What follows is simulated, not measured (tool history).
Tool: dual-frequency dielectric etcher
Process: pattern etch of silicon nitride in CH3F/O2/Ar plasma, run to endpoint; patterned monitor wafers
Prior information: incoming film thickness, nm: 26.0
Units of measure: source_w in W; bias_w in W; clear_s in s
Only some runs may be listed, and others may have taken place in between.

run	hour	source_w	bias_w	clear_s
1	0.0	340	100	35.882
2	8.4	320	99	37.236
3	15.3	370	99	34.553
4	17.1	370	82	37.469
5	24.0	370	89	35.841
6	30.8	360	89	36.859
7	34.7	350	89	37.096
8	43.3	300	86	41.324

Expected results for the next run?
9	52.3	310	86	?

clear_s: 40.082 s
